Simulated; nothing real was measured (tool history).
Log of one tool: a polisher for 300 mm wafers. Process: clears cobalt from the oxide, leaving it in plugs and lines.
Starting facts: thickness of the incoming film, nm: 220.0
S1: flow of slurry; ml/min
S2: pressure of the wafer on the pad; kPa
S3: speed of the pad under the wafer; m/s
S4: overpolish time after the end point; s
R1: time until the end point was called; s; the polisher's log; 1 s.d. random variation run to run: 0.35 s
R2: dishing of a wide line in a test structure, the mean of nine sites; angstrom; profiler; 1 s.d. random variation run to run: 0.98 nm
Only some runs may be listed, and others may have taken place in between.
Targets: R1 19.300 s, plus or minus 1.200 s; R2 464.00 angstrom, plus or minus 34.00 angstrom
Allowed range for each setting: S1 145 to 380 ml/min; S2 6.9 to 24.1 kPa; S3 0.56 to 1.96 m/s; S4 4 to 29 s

Run 1, hour 0.0: S1 245 ml/min, S2 15.2 kPa, S3 1.26 m/s, S4 15 s. Result: R1 34.568 s, R2 475.58 angstrom.
Run 2, hour 6.1: S1 245 ml/min, S2 15.2 kPa, S3 0.96 m/s, S4 15 s. Result: R1 42.314 s, R2 437.61 angstrom.
Run 3, hour 14.6: S1 245 ml/min, S2 15.2 kPa, S3 0.96 m/s, S4 9 s. Result: R1 41.848 s, R2 346.66 angstrom.
Run 4, hour 18.0: S1 245 ml/min, S2 15.2 kPa, S3 1.08 m/s, S4 9 s. Result: R1 37.960 s, R2 347.28 angstrom.
Run 5, hour 19.7: S1 245 ml/min, S2 16.5 kPa, S3 1.12 m/s, S4 9 s. Result: R1 35.319 s, R2 392.32 angstrom.
Run 6, hour 28.2: S1 245 ml/min, S2 17.9 kPa, S3 1.12 m/s, S4 9 s. Result: R1 31.528 s, R2 391.38 angstrom.
Run 7, hour 31.3: S1 245 ml/min, S2 19.3 kPa, S3 1.14 m/s, S4 9 s. Result: R1 28.645 s, R2 408.44 angstrom.
Run 8, hour 35.7: S1 245 ml/min, S2 20.0 kPa, S3 1.16 m/s, S4 9 s. Result: R1 28.498 s, R2 417.08 angstrom.
Run 9, hour 41.9: S1 245 ml/min, S2 20.7 kPa, S3 1.20 m/s, S4 9 s. Result: R1 26.810 s, R2 441.08 angstrom.
Run 10, hour 47.2: S1 245 ml/min, S2 20.7 kPa, S3 1.20 m/s, S4 9 s. Result: R1 27.069 s, R2 425.43 angstrom.
Run 11, hour 52.4: S1 245 ml/min, S2 21.4 kPa, S3 1.24 m/s, S4 9 s. Result: R1 25.333 s, R2 450.14 angstrom.
Run 12, hour 59.1: S1 245 ml/min, S2 22.1 kPa, S3 1.28 m/s, S4 8 s. Result: R1 23.465 s, R2 429.04 angstrom.
Run 13, hour 63.8: S1 245 ml/min, S2 22.8 kPa, S3 1.30 m/s, S4 8 s. Result: R1 22.483 s, R2 445.62 angstrom.
Run 14, hour 68.3: S1 245 ml/min, S2 22.8 kPa, S3 1.32 m/s, S4 8 s. Result: R1 22.661 s, R2 422.34 angstrom.

Which one of the following 4 next-run settings gets every result inside its allowed miss? There is exactly one.
Run A, hour 72.8: S1 220 ml/min, S2 21.4 kPa, S3 1.76 m/s, S4 8 s. Result: R1 ?, R2 ?.
Run B, hour 72.8: S1 280 ml/min, S2 18.6 kPa, S3 1.42 m/s, S4 10 s. Result: R1 ?, R2 ?.
Run C, hour 72.8: S1 245 ml/min, S2 21.4 kPa, S3 1.30 m/s, S4 8 s. Result: R1 ?, R2 ?.
Run D, hour 72.8: S1 270 ml/min, S2 24.1 kPa, S3 1.42 m/s, S4 6 s. Result: R1 ?, R2 ?.

move      R1      R2
   A  19.282  458.01
   B  25.377  449.94
   C  24.013  419.37
   D  19.758  401.27
A: each result inside its tolerance
B: lands further from the targets than the last run did
C: lands further from the targets than the last run did
D: the worst result of the last run now meets its target, but another is out of spec
A meets every target.
